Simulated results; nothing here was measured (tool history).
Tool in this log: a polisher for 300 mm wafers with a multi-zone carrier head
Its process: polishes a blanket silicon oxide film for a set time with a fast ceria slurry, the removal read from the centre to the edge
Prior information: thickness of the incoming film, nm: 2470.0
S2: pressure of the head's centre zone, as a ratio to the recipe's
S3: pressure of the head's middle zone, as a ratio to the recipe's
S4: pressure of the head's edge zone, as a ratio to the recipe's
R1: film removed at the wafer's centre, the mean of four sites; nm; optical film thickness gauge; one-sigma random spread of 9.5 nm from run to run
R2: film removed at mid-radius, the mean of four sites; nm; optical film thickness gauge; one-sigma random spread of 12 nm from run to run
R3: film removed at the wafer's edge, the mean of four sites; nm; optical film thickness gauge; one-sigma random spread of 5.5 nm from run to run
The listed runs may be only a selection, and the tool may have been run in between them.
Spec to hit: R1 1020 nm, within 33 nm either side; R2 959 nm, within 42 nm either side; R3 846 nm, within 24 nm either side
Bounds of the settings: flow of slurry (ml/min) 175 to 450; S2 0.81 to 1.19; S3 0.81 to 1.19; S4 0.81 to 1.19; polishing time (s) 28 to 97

run 1 hour=0 | flow_of_slurry_(ml/min)=290 S2=1 S3=1 S4=1 polishing_time_(s)=62 | R1=685.24 R2=665.59 R3=672.33
run 2 hour=1.4 | flow_of_slurry_(ml/min)=295 S2=1.03 S3=1.03 S4=1.01 polishing_time_(s)=64 | R1=726.61 R2=722.46 R3=696.93
run 3 hour=7.8 | flow_of_slurry_(ml/min)=235 S2=1.03 S3=1.03 S4=1.01 polishing_time_(s)=64 | R1=706.18 R2=697.67 R3=677.29
run 4 hour=16.7 | flow_of_slurry_(ml/min)=255 S2=1.06 S3=1.04 S4=1.02 polishing_time_(s)=66 | R1=764.19 R2=731.54 R3=704.7
run 5 hour=24.8 | flow_of_slurry_(ml/min)=255 S2=1.06 S3=1.04 S4=1.02 polishing_time_(s)=76 | R1=883.88 R2=829.41 R3=816.27
run 6 hour=29.5 | flow_of_slurry_(ml/min)=255 S2=1.06 S3=1.01 S4=1.02 polishing_time_(s)=76 | R1=868 R2=815.44 R3=828.01
run 7 hour=31.2 | flow_of_slurry_(ml/min)=270 S2=1.07 S3=1.03 S4=1.02 polishing_time_(s)=76 | R1=885.3 R2=830.49 R3=820.19
run 8 hour=39.1 | flow_of_slurry_(ml/min)=305 S2=1.16 S3=1.13 S4=1.06 polishing_time_(s)=79 | R1=1023.1 R2=934.88 R3=871.47
run 9 hour=42.3 | flow_of_slurry_(ml/min)=305 S2=1.16 S3=1.14 S4=1.05 polishing_time_(s)=79 | R1=1025.7 R2=958.78 R3=868.75
-- hour=45 worn pad replaced by a new one
run 10 hour=45 | flow_of_slurry_(ml/min)=300 S2=1.16 S3=1.14 S4=1.03 polishing_time_(s)=79 | R1=1110.5 R2=1078.1 R3=943.36

Which of these 4 next moves meets every target?
run A hour=47.7 | flow_of_slurry_(ml/min)=290 S2=1.07 S3=1.04 S4=0.94 polishing_time_(s)=88 | R1=? R2=? R3=?
run B hour=47.7 | flow_of_slurry_(ml/min)=255 S2=1.16 S3=1.08 S4=1.13 polishing_time_(s)=71 | R1=? R2=? R3=?
run C hour=47.7 | flow_of_slurry_(ml/min)=255 S2=1.17 S3=1.14 S4=0.98 polishing_time_(s)=73 | R1=? R2=? R3=?
run D hour=47.7 | flow_of_slurry_(ml/min)=285 S2=1.16 S3=1.14 S4=1.01 polishing_time_(s)=75 | R1=? R2=? R3=?

move=A R1=1142.9 R2=1064.4 R3=999.78
move=B R1=983.55 R2=872.61 R3=872.05
move=C R1=1020.5 R2=939.92 R3=834.88
move=D R1=1055.1 R2=978.78 R3=879.29
A: moves away from the targets compared with the last run
B: better than the last run, though not everything is in spec
C: every result within its allowed miss
D: better than the last run, though not everything is in spec
So the answer is move C, the one that meets all the targets.
